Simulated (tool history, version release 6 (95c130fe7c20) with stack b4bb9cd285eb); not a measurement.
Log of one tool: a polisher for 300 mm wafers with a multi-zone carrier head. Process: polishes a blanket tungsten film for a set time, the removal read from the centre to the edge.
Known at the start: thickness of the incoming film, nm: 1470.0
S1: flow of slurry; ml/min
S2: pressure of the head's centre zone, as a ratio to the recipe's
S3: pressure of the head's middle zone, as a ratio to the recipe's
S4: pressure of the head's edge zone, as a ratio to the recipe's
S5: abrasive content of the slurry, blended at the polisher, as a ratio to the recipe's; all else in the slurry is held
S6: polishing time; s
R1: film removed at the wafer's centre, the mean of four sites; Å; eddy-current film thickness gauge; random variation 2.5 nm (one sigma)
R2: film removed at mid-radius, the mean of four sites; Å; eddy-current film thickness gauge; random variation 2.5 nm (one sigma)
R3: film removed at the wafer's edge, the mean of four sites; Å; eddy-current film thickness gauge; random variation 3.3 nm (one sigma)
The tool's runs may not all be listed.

| run | day | S1 | S2 | S3 | S4 | S5 | S6 | R1 | R2 | R3 |
|---|---|---|---|---|---|---|---|---|---|---|
| 1 | 0.000 | 135 | 1.00 | 1.00 | 1.00 | 1.0 | 72 | 3066.4 | 3031.8 | 2979.0 |
| 2 | 0.300 | 135 | 0.98 | 1.01 | 1.01 | 1.0 | 72 | 2968.4 | 3073.3 | 3034.0 |
| 3 | 0.629 | 135 | 0.98 | 1.01 | 1.01 | 1.2 | 72 | 3100.8 | 3200.8 | 3232.7 |
| 4 | 0.896 | 135 | 0.97 | 1.02 | 1.01 | 1.2 | 72 | 3032.6 | 3200.8 | 3215.6 |
| 5 | 1.150 | 135 | 0.96 | 1.03 | 1.01 | 1.2 | 72 | 3031.4 | 3232.2 | 3121.1 |
| 6 | 1.408 | 135 | 0.95 | 1.04 | 1.02 | 1.2 | 72 | 2975.4 | 3266.5 | 3131.5 |
| 7 | 1.458 | 135 | 0.94 | 1.05 | 1.03 | 1.2 | 72 | 3000.9 | 3305.2 | 3199.1 |

Run 8 comes next. What will it give?
| 8 | 1.558 | 135 | 0.93 | 1.06 | 1.03 | 1.2 | 72 | ? | ? | ? |

R1: 2894.0 Å
R2: 3350.9 Å
R3: 3246.5 Å

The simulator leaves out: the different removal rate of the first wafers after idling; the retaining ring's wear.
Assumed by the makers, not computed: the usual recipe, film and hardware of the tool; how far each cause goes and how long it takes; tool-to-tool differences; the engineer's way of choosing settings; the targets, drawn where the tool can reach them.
